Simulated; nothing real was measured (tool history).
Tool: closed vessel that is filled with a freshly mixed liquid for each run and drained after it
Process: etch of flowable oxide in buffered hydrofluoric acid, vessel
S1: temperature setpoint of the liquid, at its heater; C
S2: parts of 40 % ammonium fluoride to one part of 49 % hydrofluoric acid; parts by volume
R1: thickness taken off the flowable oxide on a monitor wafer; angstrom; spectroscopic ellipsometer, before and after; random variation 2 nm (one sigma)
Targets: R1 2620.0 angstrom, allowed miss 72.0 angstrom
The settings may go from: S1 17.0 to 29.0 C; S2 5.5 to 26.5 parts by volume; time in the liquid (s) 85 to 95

Run 1, hour 0.0: S1 21.0 C, S2 16.0 parts by volume, time in the liquid (s) 85. Result: R1 1319.7 angstrom.
Run 2, hour 7.9: S1 22.5 C, S2 15.0 parts by volume, time in the liquid (s) 85. Result: R1 1536.4 angstrom.
Run 3, hour 9.8: S1 24.0 C, S2 14.5 parts by volume, time in the liquid (s) 85. Result: R1 1708.7 angstrom.
Run 4, hour 18.7: S1 25.0 C, S2 14.0 parts by volume, time in the liquid (s) 85. Result: R1 1870.6 angstrom.
Run 5, hour 27.7: S1 25.0 C, S2 14.0 parts by volume, time in the liquid (s) 85. Result: R1 1860.6 angstrom.
Run 6, hour 34.3: S1 26.5 C, S2 14.0 parts by volume, time in the liquid (s) 85. Result: R1 2033.1 angstrom.
Run 7, hour 35.8: S1 27.0 C, S2 13.5 parts by volume, time in the liquid (s) 85. Result: R1 2156.6 angstrom.
Run 8, hour 42.3: S1 27.0 C, S2 13.5 parts by volume, time in the liquid (s) 85. Result: R1 2160.1 angstrom.

4 next moves are on the table. One of them brings every result within its allowed miss. Which?
Run A, hour 48.8: S1 29.0 C, S2 11.5 parts by volume, time in the liquid (s) 85. Result: R1 ?.
Run B, hour 48.8: S1 27.5 C, S2 12.0 parts by volume, time in the liquid (s) 95. Result: R1 ?.
Run C, hour 48.8: S1 25.0 C, S2 9.5 parts by volume, time in the liquid (s) 90. Result: R1 ?.
Run D, hour 48.8: S1 27.0 C, S2 12.5 parts by volume, time in the liquid (s) 95. Result: R1 ?.

move      R1
   A  2767.6
   B  2740.3
   C  2799.8
   D  2563.7
A: takes the result that was furthest off past its target
B: takes the result that was furthest off past its target
C: takes the result that was furthest off past its target
D: meets every target
The right move is D.
